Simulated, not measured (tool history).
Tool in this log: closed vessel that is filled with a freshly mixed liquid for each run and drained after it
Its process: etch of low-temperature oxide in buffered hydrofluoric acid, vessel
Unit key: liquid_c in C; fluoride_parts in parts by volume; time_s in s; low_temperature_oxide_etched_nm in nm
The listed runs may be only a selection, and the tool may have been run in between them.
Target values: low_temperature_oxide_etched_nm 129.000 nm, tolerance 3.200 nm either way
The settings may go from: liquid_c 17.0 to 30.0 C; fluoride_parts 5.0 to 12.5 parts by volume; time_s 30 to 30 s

| run | hour | liquid_c | fluoride_parts | time_s | low_temperature_oxide_etched_nm |
|---|---|---|---|---|---|
| 1 | 0.0 | 22.0 | 7.5 | 30 | 94.694 |
| 2 | 5.5 | 18.5 | 7.5 | 30 | 77.886 |
| 3 | 10.7 | 18.5 | 7.5 | 30 | 78.123 |
| 4 | 17.7 | 20.5 | 7.5 | 30 | 87.284 |
| 5 | 24.8 | 20.5 | 9.5 | 30 | 69.044 |
| 6 | 27.0 | 22.5 | 9.5 | 30 | 76.538 |
| 7 | 34.4 | 24.0 | 9.5 | 30 | 83.598 |
| 8 | 38.9 | 28.0 | 8.5 | 30 | 114.180 |
| 9 | 41.3 | 28.5 | 8.5 | 30 | 116.020 |
| 10 | 48.6 | 29.0 | 8.5 | 30 | 119.060 |
| 11 | 55.2 | 29.5 | 8.5 | 30 | 124.280 |

Which of these 4 next moves meets every target?
| A | 61.8 | 30.0 | 8.0 | 30 | ? |
| B | 61.8 | 29.0 | 8.5 | 30 | ? |
| C | 61.8 | 30.0 | 9.0 | 30 | ? |
| D | 61.8 | 29.0 | 8.0 | 30 | ? |

| move | low_temperature_oxide_etched_nm |
|---|---|
| A | 135.970 |
| B | 120.820 |
| C | 119.680 |
| D | 129.010 |
A: moves the result that the last run missed by most past its target, out the other side
B: lands further from the targets than the last run did
C: lands further from the targets than the last run did
D: hits every target within its allowed miss
D is the move that brings every result within its allowed miss.
